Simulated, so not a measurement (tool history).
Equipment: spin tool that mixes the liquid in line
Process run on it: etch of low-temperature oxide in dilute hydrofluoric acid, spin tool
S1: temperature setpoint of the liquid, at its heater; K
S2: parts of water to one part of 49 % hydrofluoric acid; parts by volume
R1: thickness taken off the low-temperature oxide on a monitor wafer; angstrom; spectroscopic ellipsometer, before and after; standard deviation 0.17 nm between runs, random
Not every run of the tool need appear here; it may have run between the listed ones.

run 1 day=0 | S1=298.15 S2=195 time_under_the_liquid_(s)=190 | R1=142.1
run 2 day=0.162 | S1=300.65 S2=195 time_under_the_liquid_(s)=190 | R1=153.59
run 3 day=0.238 | S1=302.15 S2=180 time_under_the_liquid_(s)=190 | R1=177.94
run 4 day=0.388 | S1=304.65 S2=180 time_under_the_liquid_(s)=190 | R1=195.18
run 5 day=0.729 | S1=305.15 S2=170 time_under_the_liquid_(s)=190 | R1=215.06
run 6 day=1.062 | S1=305.65 S2=165 time_under_the_liquid_(s)=190 | R1=225.78
run 7 day=1.325 | S1=305.65 S2=160 time_under_the_liquid_(s)=190 | R1=232.22
run 8 day=1.425 | S1=305.65 S2=155 time_under_the_liquid_(s)=190 | R1=243.5
-- day=1.704 thermometer replaced
run 9 day=1.704 | S1=306.15 S2=155 time_under_the_liquid_(s)=190 | R1=235.58

Forecast run 10:
run 10 day=1.771 | S1=306.15 S2=150 time_under_the_liquid_(s)=190 | R1=?

R1: 244.54 angstrom
